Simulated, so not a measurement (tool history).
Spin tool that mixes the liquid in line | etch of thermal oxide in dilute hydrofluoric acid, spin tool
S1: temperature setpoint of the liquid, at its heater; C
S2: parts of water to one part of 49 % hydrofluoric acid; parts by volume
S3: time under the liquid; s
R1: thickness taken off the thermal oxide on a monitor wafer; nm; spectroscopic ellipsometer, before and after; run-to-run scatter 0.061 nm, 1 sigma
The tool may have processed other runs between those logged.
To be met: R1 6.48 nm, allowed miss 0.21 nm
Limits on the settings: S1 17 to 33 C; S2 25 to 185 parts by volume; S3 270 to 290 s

| run | hour | S1 | S2 | S3 | R1 |
|---|---|---|---|---|---|
| 1 | 0 | 25 | 105 | 270 | 13.289 |
| 2 | 5.7 | 24 | 110 | 270 | 12.195 |
| 3 | 9.2 | 26.5 | 110 | 270 | 13.353 |
| 4 | 15.2 | 29.5 | 110 | 270 | 15.089 |
| 5 | 19.6 | 29.5 | 75 | 270 | 22.881 |
| 6 | 24.5 | 28 | 85 | 270 | 19.009 |
| 7 | 31 | 26.5 | 95 | 270 | 16 |
| 8 | 33.7 | 25.5 | 100 | 270 | 14.373 |
| 9 | 41.3 | 24.5 | 105 | 270 | 13.116 |
| 10 | 42.5 | 23.5 | 110 | 270 | 11.955 |
| 11 | 45.6 | 22.5 | 115 | 270 | 11.054 |
| 12 | 46.9 | 22 | 120 | 270 | 10.113 |
| 13 | 54.5 | 22 | 120 | 270 | 10.141 |
| 14 | 56.4 | 18 | 150 | 270 | 6.7596 |
| 15 | 60.9 | 18 | 150 | 270 | 6.772 |

Exactly one of the 4 candidate moves below puts every result within its allowed miss. Which one?
| A | 65.4 | 17 | 155 | 285 | ? |
| B | 65.4 | 20.5 | 170 | 290 | ? |
| C | 65.4 | 19.5 | 145 | 280 | ? |
| D | 65.4 | 17.5 | 150 | 285 | ? |

| move | R1 |
|---|---|
| A | 6.4801 |
| B | 6.8129 |
| C | 7.6061 |
| D | 6.8675 |
A: all results land within tolerance of their targets
B: the biggest miss grows against the last run
C: the biggest miss grows against the last run
D: the biggest miss grows against the last run
The right move is A.
